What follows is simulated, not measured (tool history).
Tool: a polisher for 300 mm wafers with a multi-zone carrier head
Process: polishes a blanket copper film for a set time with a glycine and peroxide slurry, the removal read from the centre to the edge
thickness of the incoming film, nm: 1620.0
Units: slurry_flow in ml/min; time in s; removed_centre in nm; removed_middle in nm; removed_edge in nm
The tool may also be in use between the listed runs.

run	day	slurry_flow	centre_zone	middle_zone	edge_zone	time	removed_centre	removed_middle	removed_edge
1	0.000	240	1.00	1.00	1.00	35	220.92	221.78	229.94
2	0.071	235	0.98	0.98	0.96	30	187.21	183.44	195.04
3	0.150	230	0.96	0.98	0.92	27	164.50	166.77	168.47
4	0.212	230	0.96	0.98	0.99	27	164.03	165.41	175.20
5	0.246	220	0.94	0.96	0.94	25	151.78	149.86	157.93
6	0.354	205	0.91	0.95	0.91	25	142.73	148.01	154.37
7	0.492	200	0.90	0.94	0.88	24	134.77	137.10	148.00

Forecast run 8:
8	0.583	195	0.91	0.95	0.86	24	?	?	?

Run 8 gave removed_centre 136.02 nm, removed_middle 142.28 nm, removed_edge 144.12 nm.
